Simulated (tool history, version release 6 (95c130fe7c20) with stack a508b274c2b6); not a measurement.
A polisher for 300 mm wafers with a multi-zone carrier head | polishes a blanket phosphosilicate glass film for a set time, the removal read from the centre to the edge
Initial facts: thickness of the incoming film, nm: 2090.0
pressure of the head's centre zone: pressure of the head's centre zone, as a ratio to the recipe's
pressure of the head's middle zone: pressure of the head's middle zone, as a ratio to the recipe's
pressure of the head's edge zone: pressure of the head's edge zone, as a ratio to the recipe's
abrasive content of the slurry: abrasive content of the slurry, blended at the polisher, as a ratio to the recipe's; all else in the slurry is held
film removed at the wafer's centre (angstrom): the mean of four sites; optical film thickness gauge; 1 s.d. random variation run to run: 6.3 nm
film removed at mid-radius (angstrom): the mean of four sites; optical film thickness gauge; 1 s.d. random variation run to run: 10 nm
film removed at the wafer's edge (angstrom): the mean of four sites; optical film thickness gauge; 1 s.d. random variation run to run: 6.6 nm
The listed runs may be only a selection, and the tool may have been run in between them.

| run | day | flow of slurry (ml/min) | pressure of the head's centre zone | pressure of the head's middle zone | pressure of the head's edge zone | abrasive content of the slurry | polishing time (s) | film removed at the wafer's centre (angstrom) | film removed at mid-radius (angstrom) | film removed at the wafer's edge (angstrom) |
|---|---|---|---|---|---|---|---|---|---|---|
| 1 | 0.000 | 275 | 1.00 | 1.00 | 1.00 | 1.00 | 56 | 5096.2 | 4984.6 | 4983.5 |
| 2 | 0.329 | 275 | 1.00 | 0.96 | 1.00 | 1.00 | 56 | 5145.5 | 4888.2 | 4932.0 |
| 3 | 0.667 | 275 | 1.00 | 0.96 | 1.00 | 1.00 | 64 | 5935.4 | 5482.9 | 5699.9 |
| 4 | 0.883 | 240 | 1.00 | 0.96 | 1.00 | 1.00 | 64 | 5793.5 | 5620.2 | 5644.1 |
| 5 | 1.000 | 240 | 1.00 | 0.96 | 1.00 | 1.00 | 74 | 6779.4 | 6335.9 | 6528.9 |
| 6 | 1.221 | 240 | 1.00 | 0.96 | 1.00 | 1.00 | 61 | 5563.1 | 5261.0 | 5322.0 |
| 7 | 1.512 | 240 | 1.01 | 1.00 | 1.04 | 1.10 | 61 | 5748.5 | 5584.9 | 5675.3 |
| 8 | 1.704 | 235 | 1.02 | 1.03 | 1.06 | 1.20 | 61 | 5981.4 | 5758.5 | 5871.7 |
| 9 | 2.062 | 235 | 1.01 | 1.06 | 1.07 | 1.25 | 62 | 6142.1 | 6185.3 | 6137.5 |
| 10 | 2.271 | 235 | 1.01 | 1.06 | 1.07 | 1.25 | 62 | 6031.0 | 6378.7 | 6117.4 |
| 11 | 2.492 | 245 | 1.02 | 1.07 | 1.10 | 1.30 | 62 | 6235.0 | 6335.7 | 6323.1 |
| 12 | 2.662 | 250 | 1.02 | 1.08 | 1.11 | 1.35 | 62 | 6465.7 | 6462.4 | 6466.7 |
| 13 | 2.917 | 255 | 1.02 | 1.09 | 1.12 | 1.40 | 62 | 6437.3 | 6628.5 | 6605.9 |

Run 14 is up next; what results do you expect?
| 14 | 3.096 | 255 | 1.02 | 1.10 | 1.13 | 1.40 | 62 | ? | ? | ? |

{"run 14": {"film removed at the wafer's centre (angstrom)": 6579.5, "film removed at mid-radius (angstrom)": 6767.9, "film removed at the wafer's edge (angstrom)": 6561.1}}

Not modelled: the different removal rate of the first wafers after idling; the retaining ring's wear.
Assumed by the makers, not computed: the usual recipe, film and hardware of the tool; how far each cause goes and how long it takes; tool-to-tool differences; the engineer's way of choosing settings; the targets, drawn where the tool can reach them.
